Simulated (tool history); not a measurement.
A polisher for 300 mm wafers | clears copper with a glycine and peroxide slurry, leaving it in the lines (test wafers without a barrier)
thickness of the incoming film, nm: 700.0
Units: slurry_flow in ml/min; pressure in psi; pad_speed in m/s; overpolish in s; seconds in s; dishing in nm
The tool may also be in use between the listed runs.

run	hour	slurry_flow	pressure	pad_speed	overpolish	seconds	dishing
1	0	215	2.6	0.78	10	201.58	26.463
2	4	215	3	0.78	10	180.49	28.556
3	9.5	215	3	0.86	10	170.65	31.212
4	13.3	215	3	0.86	14	160.34	40.444
5	17.3	215	2.8	0.82	12	184.46	33.797
6	22.3	170	2.8	0.82	12	187.3	32.804

Forecast run 7:
7	29.5	170	2.7	0.8	10	?	?

{"run 7": {"seconds": 196.33, "dishing": 27.218}}
